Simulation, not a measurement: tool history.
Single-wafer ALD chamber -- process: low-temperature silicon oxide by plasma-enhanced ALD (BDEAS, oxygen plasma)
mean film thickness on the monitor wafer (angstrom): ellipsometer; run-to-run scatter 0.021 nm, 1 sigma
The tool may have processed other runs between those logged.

run  hour  heater temperature setpoint (deg C)  number of ALD cycles (cycles)  mean film thickness on the monitor wafer (angstrom)
  1   0.0                                   95                             38                                               52.262
  2   4.8                                   97                             38                                               52.005
  3  12.7                                   97                             42                                               56.935
  4  19.2                                  106                             42                                               56.027
  5  26.5                                  106                             37                                               49.546
  6  32.0                                  102                             37                                               49.773
  7  33.1                                  103                             37                                               49.778
     35.3  -- thermocouple changed; heater temperature recalibrated
  8  35.3                                  103                             37                                               50.688
  9  41.6                                  103                             36                                               49.258
 10  47.0                                  104                             36                                               48.804
 11  49.3                                  105                             36                                               48.800

Run 12 has not been measured yet. What should we expect?
 12  54.7                                  106                             36                                                    ?

mean film thickness on the monitor wafer (angstrom): 48.655
